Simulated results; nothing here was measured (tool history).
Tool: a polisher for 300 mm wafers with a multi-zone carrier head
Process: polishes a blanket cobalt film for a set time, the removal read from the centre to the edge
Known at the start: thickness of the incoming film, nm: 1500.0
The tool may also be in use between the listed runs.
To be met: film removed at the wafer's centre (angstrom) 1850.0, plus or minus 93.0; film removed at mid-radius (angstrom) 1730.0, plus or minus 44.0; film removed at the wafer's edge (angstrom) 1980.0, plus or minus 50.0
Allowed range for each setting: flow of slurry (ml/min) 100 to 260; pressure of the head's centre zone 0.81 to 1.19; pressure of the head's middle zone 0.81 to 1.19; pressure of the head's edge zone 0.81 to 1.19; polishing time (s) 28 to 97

| run | hour | flow of slurry (ml/min) | pressure of the head's centre zone | pressure of the head's middle zone | pressure of the head's edge zone | polishing time (s) | film removed at the wafer's centre (angstrom) | film removed at mid-radius (angstrom) | film removed at the wafer's edge (angstrom) |
|---|---|---|---|---|---|---|---|---|---|
| 1 | 0.0 | 165 | 1.00 | 1.00 | 1.00 | 62 | 2720.7 | 2783.9 | 2680.9 |
| 2 | 2.1 | 155 | 0.99 | 0.96 | 1.00 | 59 | 2584.3 | 2548.0 | 2517.7 |
| 3 | 7.3 | 145 | 0.97 | 0.93 | 1.01 | 56 | 2353.5 | 2303.6 | 2434.7 |
| 4 | 8.2 | 145 | 0.97 | 0.93 | 1.01 | 66 | 2829.4 | 2728.1 | 2846.7 |
| 5 | 10.5 | 145 | 0.97 | 0.93 | 1.01 | 51 | 2159.4 | 2133.2 | 2191.7 |
| 6 | 17.9 | 145 | 0.97 | 0.97 | 1.01 | 51 | 2148.6 | 2211.1 | 2170.3 |
| 7 | 25.1 | 140 | 0.96 | 0.94 | 1.00 | 50 | 2113.8 | 2091.5 | 2116.3 |
| 8 | 30.3 | 135 | 0.94 | 0.92 | 1.00 | 50 | 2055.0 | 2044.7 | 2119.6 |
| 9 | 33.1 | 130 | 0.93 | 0.90 | 0.99 | 50 | 1991.7 | 1989.0 | 2102.5 |
| 10 | 34.8 | 125 | 0.93 | 0.88 | 0.98 | 50 | 1984.2 | 1963.0 | 2133.2 |
| 11 | 36.0 | 125 | 0.93 | 0.87 | 0.97 | 49 | 1929.9 | 1887.5 | 2039.3 |
| 12 | 39.6 | 120 | 0.93 | 0.86 | 0.97 | 49 | 1907.5 | 1861.3 | 2039.9 |
| 13 | 43.4 | 120 | 0.93 | 0.86 | 0.97 | 49 | 1933.9 | 1872.0 | 2038.4 |
| 14 | 49.7 | 115 | 0.93 | 0.85 | 0.97 | 49 | 1906.0 | 1803.7 | 2036.2 |
| 15 | 51.2 | 110 | 0.93 | 0.84 | 0.96 | 49 | 1885.3 | 1800.6 | 2023.2 |

4 candidate next runs follow, results not yet known. Just one meets every target within its allowed miss. Identify it.
| A | 52.7 | 150 | 0.94 | 0.84 | 1.05 | 45 | ? | ? | ? |
| B | 52.7 | 100 | 0.86 | 0.83 | 0.97 | 48 | ? | ? | ? |
| C | 52.7 | 115 | 0.83 | 0.84 | 1.01 | 47 | ? | ? | ? |
| D | 52.7 | 105 | 0.97 | 0.81 | 1.07 | 46 | ? | ? | ? |

| move | film removed at the wafer's centre (angstrom) | film removed at mid-radius (angstrom) | film removed at the wafer's edge (angstrom) |
|---|---|---|---|
| A | 1849.2 | 1727.0 | 1974.2 |
| B | 1700.0 | 1733.0 | 1970.8 |
| C | 1640.0 | 1745.5 | 1983.8 |
| D | 1852.7 | 1637.4 | 1968.9 |
A: in spec on every target
B: the worst result of the last run now meets its target, but another is out of spec
C: the worst result of the last run now meets its target, but another is out of spec
D: takes the biggest miss from the last run beyond its target
So the answer is move A, the one that meets all the targets.
